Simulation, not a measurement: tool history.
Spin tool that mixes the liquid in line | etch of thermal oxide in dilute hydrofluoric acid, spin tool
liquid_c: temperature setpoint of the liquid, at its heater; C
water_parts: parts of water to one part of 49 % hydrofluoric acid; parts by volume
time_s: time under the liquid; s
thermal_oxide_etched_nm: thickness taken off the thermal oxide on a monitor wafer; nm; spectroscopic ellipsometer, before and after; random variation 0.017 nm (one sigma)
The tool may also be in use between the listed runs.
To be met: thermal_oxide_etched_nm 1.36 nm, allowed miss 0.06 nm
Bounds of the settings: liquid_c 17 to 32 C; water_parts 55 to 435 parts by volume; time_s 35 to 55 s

{"run": 1, "hour": 0.0, "liquid_c": 24, "water_parts": 245, "time_s": 55, "thermal_oxide_etched_nm": 0.90966}
{"run": 2, "hour": 1.0, "liquid_c": 24.5, "water_parts": 240, "time_s": 55, "thermal_oxide_etched_nm": 0.94856}
{"run": 3, "hour": 2.7, "liquid_c": 25, "water_parts": 235, "time_s": 55, "thermal_oxide_etched_nm": 0.9961}
{"run": 4, "hour": 4.4, "liquid_c": 25, "water_parts": 235, "time_s": 55, "thermal_oxide_etched_nm": 1.0246}
{"run": 5, "hour": 7.0, "liquid_c": 25, "water_parts": 235, "time_s": 35, "thermal_oxide_etched_nm": 0.62097}
{"run": 6, "hour": 12.8, "liquid_c": 28.5, "water_parts": 235, "time_s": 35, "thermal_oxide_etched_nm": 0.73397}
{"run": 7, "hour": 19.0, "liquid_c": 28.5, "water_parts": 220, "time_s": 35, "thermal_oxide_etched_nm": 0.76962}
{"run": 8, "hour": 25.0, "liquid_c": 28.5, "water_parts": 205, "time_s": 35, "thermal_oxide_etched_nm": 0.84842}
{"run": 9, "hour": 29.9, "liquid_c": 28.5, "water_parts": 195, "time_s": 35, "thermal_oxide_etched_nm": 0.89197}
{"run": 10, "hour": 35.9, "liquid_c": 28.5, "water_parts": 185, "time_s": 35, "thermal_oxide_etched_nm": 0.97119}
{"run": 11, "hour": 37.0, "liquid_c": 31.5, "water_parts": 135, "time_s": 35, "thermal_oxide_etched_nm": 1.6289}

4 next moves are on the table. One of them brings every result within its allowed miss. Which?
{"run": "A", "hour": 38.1, "liquid_c": 32, "water_parts": 115, "time_s": 35, "thermal_oxide_etched_nm": "?"}
{"run": "B", "hour": 38.1, "liquid_c": 30.5, "water_parts": 165, "time_s": 35, "thermal_oxide_etched_nm": "?"}
{"run": "C", "hour": 38.1, "liquid_c": 32, "water_parts": 155, "time_s": 35, "thermal_oxide_etched_nm": "?"}
{"run": "D", "hour": 38.1, "liquid_c": 31, "water_parts": 160, "time_s": 35, "thermal_oxide_etched_nm": "?"}

move=A thermal_oxide_etched_nm=1.9437
move=B thermal_oxide_etched_nm=1.199
move=C thermal_oxide_etched_nm=1.3635
move=D thermal_oxide_etched_nm=1.2668
A: further off than the last run
B: takes the result that was furthest off past its target
C: meets every target
D: takes the result that was furthest off past its target
Move C is the one to make.
